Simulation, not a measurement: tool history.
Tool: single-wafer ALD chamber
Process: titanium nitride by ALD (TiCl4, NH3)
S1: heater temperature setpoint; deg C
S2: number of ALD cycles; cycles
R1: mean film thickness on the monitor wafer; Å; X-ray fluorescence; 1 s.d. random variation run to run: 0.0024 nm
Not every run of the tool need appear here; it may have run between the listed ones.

{"run": 1, "hour": 0.0, "S1": 375, "S2": 32, "NH3 pulse time (s)": 1.58, "R1": 7.7403}
{"run": 2, "hour": 1.8, "S1": 375, "S2": 32, "NH3 pulse time (s)": 1.23, "R1": 7.5387}
{"run": 3, "hour": 9.8, "S1": 381, "S2": 32, "NH3 pulse time (s)": 1.23, "R1": 7.6372}
{"run": 4, "hour": 14.3, "S1": 373, "S2": 32, "NH3 pulse time (s)": 1.23, "R1": 7.4919}
{"run": 5, "hour": 18.0, "S1": 372, "S2": 32, "NH3 pulse time (s)": 1.21, "R1": 7.4378}
{"run": 6, "hour": 24.9, "S1": 371, "S2": 32, "NH3 pulse time (s)": 1.2, "R1": 7.4439}
{"run": 7, "hour": 29.1, "S1": 370, "S2": 32, "NH3 pulse time (s)": 1.18, "R1": 7.4235}
{"run": 8, "hour": 35.4, "S1": 369, "S2": 32, "NH3 pulse time (s)": 1.16, "R1": 7.315}
{"run": 9, "hour": 39.2, "S1": 368, "S2": 32, "NH3 pulse time (s)": 1.16, "R1": 7.3097}
{"run": 10, "hour": 40.5, "S1": 363, "S2": 31, "NH3 pulse time (s)": 0.96, "R1": 6.7419}
{"run": 11, "hour": 47.5, "S1": 364, "S2": 31, "NH3 pulse time (s)": 0.96, "R1": 6.7732}

Run 12 is up next; what results do you expect?
{"run": 12, "hour": 50.4, "S1": 365, "S2": 31, "NH3 pulse time (s)": 0.96, "R1": "?"}

Logged for run 12: R1 6.7975 Å.
